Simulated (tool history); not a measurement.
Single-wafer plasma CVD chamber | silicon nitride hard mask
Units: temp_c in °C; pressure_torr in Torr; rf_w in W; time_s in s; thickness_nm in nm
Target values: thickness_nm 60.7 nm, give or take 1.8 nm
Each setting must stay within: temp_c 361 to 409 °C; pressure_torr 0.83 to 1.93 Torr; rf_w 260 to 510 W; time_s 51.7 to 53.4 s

| run | hour | temp_c | pressure_torr | rf_w | time_s | thickness_nm |
|---|---|---|---|---|---|---|
| 1 | 0 | 385 | 1.38 | 385 | 51.7 | 68.557 |
| 2 | 8.9 | 385 | 1.3 | 375 | 51.7 | 65.101 |
| 3 | 17.7 | 385 | 1.3 | 420 | 51.7 | 69.566 |
| 4 | 19.7 | 385 | 1.22 | 415 | 51.7 | 67.605 |
| 5 | 23.3 | 385 | 1.45 | 415 | 51.7 | 73.038 |
| 6 | 29 | 385 | 1.45 | 440 | 51.7 | 75.496 |
| 7 | 34.1 | 385 | 1.32 | 430 | 51.7 | 71.499 |
| 8 | 36.3 | 385 | 1.22 | 425 | 51.7 | 68.216 |
| 9 | 40.3 | 385 | 1.15 | 420 | 51.7 | 65.338 |
| 10 | 44 | 385 | 1.11 | 420 | 51.7 | 64.528 |
| 11 | 50.8 | 385 | 1.08 | 420 | 51.7 | 63.484 |

Exactly one of the 5 candidate moves below puts every result within its allowed miss. Which one?
| A | 57.6 | 384 | 1.19 | 415 | 51.7 | ? |
| B | 57.6 | 382 | 1.11 | 435 | 53.1 | ? |
| C | 57.6 | 388 | 1.08 | 380 | 52.6 | ? |
| D | 57.6 | 384 | 1.08 | 465 | 53.4 | ? |
| E | 57.6 | 384 | 1.02 | 500 | 53.4 | ? |

| move | thickness_nm |
|---|---|
| A | 66.585 |
| B | 67.57 |
| C | 60.833 |
| D | 69.362 |
| E | 69.379 |
A: moves away from the targets compared with the last run
B: moves away from the targets compared with the last run
C: hits every target within its allowed miss
D: moves away from the targets compared with the last run
E: moves away from the targets compared with the last run
C is the move that brings every result within its allowed miss.
